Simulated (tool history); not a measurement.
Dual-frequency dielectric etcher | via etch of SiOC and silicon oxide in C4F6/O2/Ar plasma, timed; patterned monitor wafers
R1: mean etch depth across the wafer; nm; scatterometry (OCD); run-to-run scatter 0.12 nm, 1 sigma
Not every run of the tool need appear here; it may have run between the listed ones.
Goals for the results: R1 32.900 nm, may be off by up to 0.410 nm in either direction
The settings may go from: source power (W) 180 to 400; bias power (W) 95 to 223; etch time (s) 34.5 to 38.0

Run 1, hour 0.0: source power (W) 290, bias power (W) 159, etch time (s) 38.0. Result: R1 38.971 nm.
Run 2, hour 6.6: source power (W) 280, bias power (W) 157, etch time (s) 38.0. Result: R1 38.322 nm.
Run 3, hour 12.4: source power (W) 310, bias power (W) 157, etch time (s) 38.0. Result: R1 39.077 nm.
Run 4, hour 17.1: source power (W) 300, bias power (W) 152, etch time (s) 38.0. Result: R1 38.772 nm.
Run 5, hour 18.0: source power (W) 290, bias power (W) 148, etch time (s) 38.0. Result: R1 37.923 nm.
Run 6, hour 26.6: source power (W) 260, bias power (W) 148, etch time (s) 38.0. Result: R1 36.669 nm.
Run 7, hour 32.0: source power (W) 250, bias power (W) 147, etch time (s) 38.0. Result: R1 36.250 nm.
Run 8, hour 32.8: source power (W) 240, bias power (W) 146, etch time (s) 38.0. Result: R1 35.833 nm.
At hour 36.0: source power generator calibrated.
Run 9, hour 36.0: source power (W) 230, bias power (W) 145, etch time (s) 38.0. Result: R1 35.015 nm.
Run 10, hour 37.1: source power (W) 200, bias power (W) 143, etch time (s) 38.0. Result: R1 33.630 nm.

Below are 4 possible settings for the next run. Only one of them brings all results inside the allowed miss of their targets. Which is it?
Run A, hour 38.2: source power (W) 190, bias power (W) 139, etch time (s) 37.0. Result: R1 ?.
Run B, hour 38.2: source power (W) 200, bias power (W) 154, etch time (s) 38.0. Result: R1 ?.
Run C, hour 38.2: source power (W) 220, bias power (W) 144, etch time (s) 35.0. Result: R1 ?.
Run D, hour 38.2: source power (W) 240, bias power (W) 111, etch time (s) 38.0. Result: R1 ?.

move      R1
   A  32.185
   B  34.483
   C  31.939
   D  33.086
A: carries the result that was furthest off beyond its target, to the other side
B: further off than the last run
C: carries the result that was furthest off beyond its target, to the other side
D: hits every target within its allowed miss
Answer: D

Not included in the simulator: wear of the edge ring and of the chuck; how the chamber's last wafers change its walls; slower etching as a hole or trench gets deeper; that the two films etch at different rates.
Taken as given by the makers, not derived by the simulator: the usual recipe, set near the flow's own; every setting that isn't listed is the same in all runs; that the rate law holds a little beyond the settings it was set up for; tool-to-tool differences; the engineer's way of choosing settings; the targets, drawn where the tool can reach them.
